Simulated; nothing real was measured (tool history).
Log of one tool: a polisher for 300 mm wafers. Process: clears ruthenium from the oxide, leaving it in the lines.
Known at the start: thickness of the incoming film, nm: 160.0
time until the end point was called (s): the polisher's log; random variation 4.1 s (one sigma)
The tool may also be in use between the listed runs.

run    day  flow of slurry (ml/min)  pressure of the wafer on the pad (kPa)  speed of the pad under the wafer (cm/s)  overpolish time after the end point (s)  time until the end point was called (s)
  1      0                      140                                    13.1                                      114                                       42                                   141.81
  2  0.129                      140                                    13.1                                      114                                       42                                   140.27
  3  0.433                      140                                    12.4                                      112                                       42                                   153.05
  4  0.567                      140                                    11.7                                      112                                       42                                   161.75
  5  0.917                      140                                    11.7                                      112                                       45                                   155.37
  6  1.046                      140                                    11.7                                      112                                       42                                   156.31
  7  1.296                      140                                      11                                      110                                       42                                   172.09

Forecast run 8:
  8  1.442                      140                                    10.3                                      110                                       42                                        ?

Run 8 gave time until the end point was called (s) 174.99.
